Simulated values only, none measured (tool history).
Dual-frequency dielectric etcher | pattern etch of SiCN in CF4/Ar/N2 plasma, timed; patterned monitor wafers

run,hour,source power (W),bias power (W),Ar flow (sccm),CF4 flow (sccm),etch time (s),mean etch depth across the wafer (nm)
1,0.0,440,70,75,52,88,71.473
2,7.9,440,60,75,52,88,67.756
3,13.4,440,60,75,52,88,67.748
4,20.3,470,60,75,52,88,72.361
5,26.3,470,47,75,52,88,67.487
6,27.0,470,54,75,52,88,70.451
7,30.8,470,54,75,52,88,70.276

Forecast run 8:
8,34.8,500,54,75,52,88,?

Run 8 gave mean etch depth across the wafer (nm) 75.025.
